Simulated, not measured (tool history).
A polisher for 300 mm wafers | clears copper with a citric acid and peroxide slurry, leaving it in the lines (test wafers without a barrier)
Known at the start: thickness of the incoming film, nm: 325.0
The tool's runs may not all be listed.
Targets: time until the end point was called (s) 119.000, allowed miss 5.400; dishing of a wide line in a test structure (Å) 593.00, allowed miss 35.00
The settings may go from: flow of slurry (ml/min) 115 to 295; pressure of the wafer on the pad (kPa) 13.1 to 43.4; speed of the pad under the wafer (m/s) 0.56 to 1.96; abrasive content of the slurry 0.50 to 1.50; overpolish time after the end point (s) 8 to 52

run,day,flow of slurry (ml/min),pressure of the wafer on the pad (kPa),speed of the pad under the wafer (m/s),abrasive content of the slurry,overpolish time after the end point (s),time until the end point was called (s),dishing of a wide line in a test structure (Å)
1,0.000,190,28.3,1.26,1.00,26,91.552,581.29
2,0.246,210,28.3,1.26,1.00,26,89.573,591.69
3,0.367,205,26.9,1.26,1.00,28,92.325,591.30
4,0.704,205,26.9,1.06,1.00,28,108.690,518.46
5,0.779,200,26.2,1.06,1.00,30,111.610,538.81
6,0.921,200,26.2,1.06,1.00,41,113.220,705.42
7,0.992,200,26.2,1.06,1.00,40,114.240,703.97
8,1.017,200,26.2,1.06,1.00,39,113.900,657.31
9,1.083,200,26.2,1.06,1.00,38,112.430,661.17
10,1.396,200,25.5,1.06,1.00,38,115.830,638.58

4 next moves are on the table. One of them brings every result within its allowed miss. Which?
A,1.708,225,29.0,0.88,1.15,36,?,?
B,1.708,145,36.5,0.78,0.85,39,?,?
C,1.708,205,25.5,1.20,0.65,40,?,?
D,1.708,235,19.3,1.14,1.15,39,?,?

move,time until the end point was called (s),dishing of a wide line in a test structure (Å)
A,120.350,598.58
B,121.590,637.33
C,109.890,685.54
D,132.720,578.19
A: meets every target
B: as far off as the last run
C: further off than the last run
D: brings the result that was furthest off to its target, and leaves another outside
Answer: A
